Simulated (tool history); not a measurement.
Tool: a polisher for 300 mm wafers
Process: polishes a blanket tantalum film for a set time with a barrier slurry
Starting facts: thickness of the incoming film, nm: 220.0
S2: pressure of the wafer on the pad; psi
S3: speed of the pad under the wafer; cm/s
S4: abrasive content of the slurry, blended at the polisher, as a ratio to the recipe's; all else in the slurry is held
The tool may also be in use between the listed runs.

{"run": 1, "hour": 0.0, "flow of slurry (ml/min)": 305, "S2": 2.0, "S3": 110, "S4": 1.0, "polishing time (s)": 54, "film removed (Å)": 888.44}
{"run": 2, "hour": 3.2, "flow of slurry (ml/min)": 305, "S2": 2.0, "S3": 110, "S4": 0.85, "polishing time (s)": 54, "film removed (Å)": 827.36}
{"run": 3, "hour": 7.9, "flow of slurry (ml/min)": 305, "S2": 1.7, "S3": 110, "S4": 0.85, "polishing time (s)": 54, "film removed (Å)": 729.11}
{"run": 4, "hour": 13.2, "flow of slurry (ml/min)": 305, "S2": 2.1, "S3": 112, "S4": 0.85, "polishing time (s)": 54, "film removed (Å)": 895.6}
{"run": 5, "hour": 15.4, "flow of slurry (ml/min)": 305, "S2": 2.4, "S3": 114, "S4": 0.85, "polishing time (s)": 54, "film removed (Å)": 1014.4}
{"run": 6, "hour": 17.8, "flow of slurry (ml/min)": 305, "S2": 2.6, "S3": 116, "S4": 0.85, "polishing time (s)": 54, "film removed (Å)": 1108.7}
{"run": 7, "hour": 25.9, "flow of slurry (ml/min)": 305, "S2": 2.7, "S3": 118, "S4": 0.85, "polishing time (s)": 54, "film removed (Å)": 1170.2}
{"run": 8, "hour": 31.3, "flow of slurry (ml/min)": 305, "S2": 2.8, "S3": 120, "S4": 0.85, "polishing time (s)": 54, "film removed (Å)": 1243.0}

What does the tool deliver on the next run?
{"run": 9, "hour": 31.9, "flow of slurry (ml/min)": 305, "S2": 2.9, "S3": 122, "S4": 0.85, "polishing time (s)": 54, "film removed (Å)": "?"}

{"run 9": {"film removed (Å)": 1300.1}}

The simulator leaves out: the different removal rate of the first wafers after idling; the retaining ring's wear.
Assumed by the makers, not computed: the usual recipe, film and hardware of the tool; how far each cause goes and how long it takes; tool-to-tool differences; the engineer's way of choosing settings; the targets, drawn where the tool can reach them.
